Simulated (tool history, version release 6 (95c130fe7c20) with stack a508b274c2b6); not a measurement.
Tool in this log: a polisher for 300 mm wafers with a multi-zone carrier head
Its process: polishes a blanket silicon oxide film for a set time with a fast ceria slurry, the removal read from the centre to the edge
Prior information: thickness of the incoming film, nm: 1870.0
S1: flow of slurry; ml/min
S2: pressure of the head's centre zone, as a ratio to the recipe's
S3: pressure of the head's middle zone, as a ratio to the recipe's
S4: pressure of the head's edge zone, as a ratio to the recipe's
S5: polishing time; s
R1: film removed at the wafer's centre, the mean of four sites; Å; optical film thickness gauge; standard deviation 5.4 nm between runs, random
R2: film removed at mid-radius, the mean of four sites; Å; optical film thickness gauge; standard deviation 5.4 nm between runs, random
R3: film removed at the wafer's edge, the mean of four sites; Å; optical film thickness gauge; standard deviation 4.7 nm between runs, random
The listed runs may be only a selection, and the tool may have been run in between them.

run,day,S1,S2,S3,S4,S5,R1,R2,R3
1,0,130,1,1,1,51,4920.8,4871,4724.3
2,0.342,130,1,1,1.05,51,4865.7,4873.5,4759.5
3,0.442,140,1.03,0.99,1.07,53,5223,5071.9,5117.8
4,0.612,140,1.03,0.99,1.07,41,4109.4,3986.5,3965.4
5,0.942,140,1.03,0.99,1.02,41,4086.5,3910.6,3834
6,1.275,120,1.03,0.99,1.02,41,3948.6,3821.7,3750.5
7,1.446,135,1.06,0.99,1.05,45,4574.7,4340.3,4231.7

The next listed run, before its measurement:
8,1.738,145,1.09,0.98,1.08,48,?,?,?

For run 8 the tool returned R1 5203 Å, R2 4589 Å, R3 4700.1 Å.

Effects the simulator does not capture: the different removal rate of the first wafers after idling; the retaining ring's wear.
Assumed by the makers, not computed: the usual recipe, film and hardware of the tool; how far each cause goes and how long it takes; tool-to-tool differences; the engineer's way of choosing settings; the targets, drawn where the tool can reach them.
